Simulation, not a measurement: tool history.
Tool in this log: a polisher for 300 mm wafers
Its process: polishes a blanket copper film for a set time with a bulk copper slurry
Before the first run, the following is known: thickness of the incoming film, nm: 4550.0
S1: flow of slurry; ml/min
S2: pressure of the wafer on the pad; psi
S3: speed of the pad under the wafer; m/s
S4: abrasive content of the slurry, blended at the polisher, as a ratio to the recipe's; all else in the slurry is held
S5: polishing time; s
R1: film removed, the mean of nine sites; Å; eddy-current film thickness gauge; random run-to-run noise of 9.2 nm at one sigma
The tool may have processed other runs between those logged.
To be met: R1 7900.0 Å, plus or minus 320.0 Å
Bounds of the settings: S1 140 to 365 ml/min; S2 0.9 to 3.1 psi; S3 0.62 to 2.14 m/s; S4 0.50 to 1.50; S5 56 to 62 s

run 1 hour=0.0 | S1=235 S2=2.0 S3=1.38 S4=1.00 S5=62 | R1=4822.8
run 2 hour=9.0 | S1=235 S2=2.3 S3=1.40 S4=1.00 S5=62 | R1=5508.8
run 3 hour=9.7 | S1=260 S2=2.3 S3=1.40 S4=1.00 S5=62 | R1=5652.8
run 4 hour=12.4 | S1=210 S2=2.3 S3=1.40 S4=1.00 S5=62 | R1=5580.1
run 5 hour=20.2 | S1=210 S2=2.3 S3=1.20 S4=1.00 S5=62 | R1=4808.4
run 6 hour=28.4 | S1=210 S2=2.3 S3=0.94 S4=1.00 S5=62 | R1=3729.7
run 7 hour=33.5 | S1=210 S2=2.6 S3=1.08 S4=1.00 S5=62 | R1=4896.1
run 8 hour=38.6 | S1=210 S2=2.8 S3=1.18 S4=1.00 S5=62 | R1=5626.1
run 9 hour=40.5 | S1=210 S2=2.9 S3=1.28 S4=1.00 S5=62 | R1=6307.4
run 10 hour=41.4 | S1=210 S2=3.0 S3=1.34 S4=1.00 S5=62 | R1=6914.8
run 11 hour=42.9 | S1=210 S2=3.0 S3=1.38 S4=1.00 S5=62 | R1=7063.8
run 12 hour=46.4 | S1=210 S2=3.0 S3=1.42 S4=1.00 S5=62 | R1=7321.2
run 13 hour=52.7 | S1=210 S2=3.0 S3=1.44 S4=1.00 S5=62 | R1=7406.1
run 14 hour=60.3 | S1=210 S2=3.0 S3=1.46 S4=1.00 S5=62 | R1=7488.7
run 15 hour=60.9 | S1=210 S2=3.0 S3=1.46 S4=1.00 S5=62 | R1=7494.7

4 candidate next runs follow, results not yet known. Just one meets every target within its allowed miss. Identify it.
run A hour=61.5 | S1=205 S2=3.1 S3=1.42 S4=0.85 S5=62 | R1=?
run B hour=61.5 | S1=175 S2=3.1 S3=1.52 S4=1.30 S5=62 | R1=?
run C hour=61.5 | S1=235 S2=3.1 S3=1.26 S4=0.95 S5=62 | R1=?
run D hour=61.5 | S1=185 S2=2.9 S3=1.68 S4=1.10 S5=58 | R1=?

move=A R1=7173.8
move=B R1=8403.2
move=C R1=6653.9
move=D R1=7826.5
A: further off than the last run
B: moves the result that the last run missed by most past its target, out the other side
C: further off than the last run
D: every result lands within tolerance
Move D is the one to make.
